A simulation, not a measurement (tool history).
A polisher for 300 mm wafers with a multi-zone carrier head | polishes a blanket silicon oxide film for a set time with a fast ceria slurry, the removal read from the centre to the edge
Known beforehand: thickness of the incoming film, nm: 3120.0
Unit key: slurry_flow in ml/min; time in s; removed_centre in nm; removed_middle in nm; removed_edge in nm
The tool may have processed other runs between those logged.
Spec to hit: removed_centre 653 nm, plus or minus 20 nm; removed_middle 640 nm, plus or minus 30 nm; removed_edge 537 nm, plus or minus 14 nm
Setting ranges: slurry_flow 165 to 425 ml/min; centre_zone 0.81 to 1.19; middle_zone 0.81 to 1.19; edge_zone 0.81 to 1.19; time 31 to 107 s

run,day,slurry_flow,centre_zone,middle_zone,edge_zone,time,removed_centre,removed_middle,removed_edge
1,0,275,1,1,1,69,641.87,628.41,613.61
2,0.342,275,1,1,1.06,69,634.68,617.92,627.4
3,0.446,320,1,1,1.06,69,652.64,624.18,636.42
4,0.592,310,1.02,1.02,1,68,644.25,647.49,603.38
5,0.954,310,1.02,0.97,1,68,643.76,599.06,599.47
6,1.267,310,1.02,0.97,1,79,758.44,708.33,699.83
7,1.304,315,1.03,0.98,0.96,76,733.94,696.66,657.6
8,1.508,320,1.04,0.98,0.93,73,712.16,661.13,631.61
9,1.533,320,1.05,1,0.9,70,685.61,646.24,596.76

Below are 5 possible settings for the next run. Only one of them brings all results inside the allowed miss of their targets. Which is it?
A,1.558,310,1.01,0.96,0.98,70,?,?,?
B,1.558,315,1.07,1.08,0.85,65,?,?,?
C,1.558,310,0.93,1.01,0.95,72,?,?,?
D,1.558,270,1.18,1.11,0.81,61,?,?,?
E,1.558,285,1.14,1.11,0.82,62,?,?,?

move,removed_centre,removed_middle,removed_edge
A,664.02,620.64,614.77
B,655.11,637.59,534.27
C,628.7,666.57,622.65
D,667.31,603,485
E,659.16,616.43,497.71
A: lands further from the targets than the last run did
B: hits every target within its allowed miss
C: lands further from the targets than the last run did
D: takes the result that was furthest off past its target
E: takes the result that was furthest off past its target
The right move is B.

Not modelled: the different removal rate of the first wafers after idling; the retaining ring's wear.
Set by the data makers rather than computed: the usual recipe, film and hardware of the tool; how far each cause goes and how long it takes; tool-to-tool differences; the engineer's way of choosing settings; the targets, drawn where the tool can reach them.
